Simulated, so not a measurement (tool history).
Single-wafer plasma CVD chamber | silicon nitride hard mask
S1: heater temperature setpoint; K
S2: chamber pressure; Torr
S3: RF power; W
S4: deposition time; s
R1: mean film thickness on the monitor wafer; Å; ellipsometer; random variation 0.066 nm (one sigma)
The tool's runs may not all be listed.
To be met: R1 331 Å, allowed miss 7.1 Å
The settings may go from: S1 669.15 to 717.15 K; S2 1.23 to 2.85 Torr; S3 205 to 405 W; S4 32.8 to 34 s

| run | day | S1 | S2 | S3 | S4 | R1 |
|---|---|---|---|---|---|---|
| 1 | 0 | 693.15 | 2.04 | 305 | 32.8 | 404.63 |
| 2 | 0.275 | 693.15 | 1.96 | 295 | 32.8 | 389.11 |
| 3 | 0.425 | 693.15 | 1.88 | 290 | 32.8 | 380.24 |
| 4 | 0.796 | 693.15 | 2.13 | 290 | 32.8 | 391.33 |
| 5 | 1.038 | 693.15 | 2.05 | 285 | 32.8 | 382.03 |
| 6 | 1.158 | 693.15 | 2.05 | 305 | 32.8 | 405.07 |
| 7 | 1.471 | 693.15 | 1.97 | 300 | 32.8 | 396.36 |
| 8 | 1.688 | 693.15 | 1.91 | 295 | 32.8 | 388.42 |
| 9 | 1.946 | 693.15 | 1.86 | 290 | 32.8 | 381.58 |

Which of these 4 next moves meets every target?
| A | 2.204 | 673.15 | 2.38 | 250 | 32.8 | ? |
| B | 2.204 | 681.15 | 1.43 | 280 | 32.8 | ? |
| C | 2.204 | 710.15 | 1.41 | 245 | 33.8 | ? |
| D | 2.204 | 687.15 | 1.67 | 255 | 32.8 | ? |

| move | R1 |
|---|---|
| A | 352.7 |
| B | 350.7 |
| C | 313.39 |
| D | 331.33 |
A: nearer than the last run, and not there yet
B: nearer than the last run, and not there yet
C: takes the result that was furthest off past its target
D: meets every target
Answer: D

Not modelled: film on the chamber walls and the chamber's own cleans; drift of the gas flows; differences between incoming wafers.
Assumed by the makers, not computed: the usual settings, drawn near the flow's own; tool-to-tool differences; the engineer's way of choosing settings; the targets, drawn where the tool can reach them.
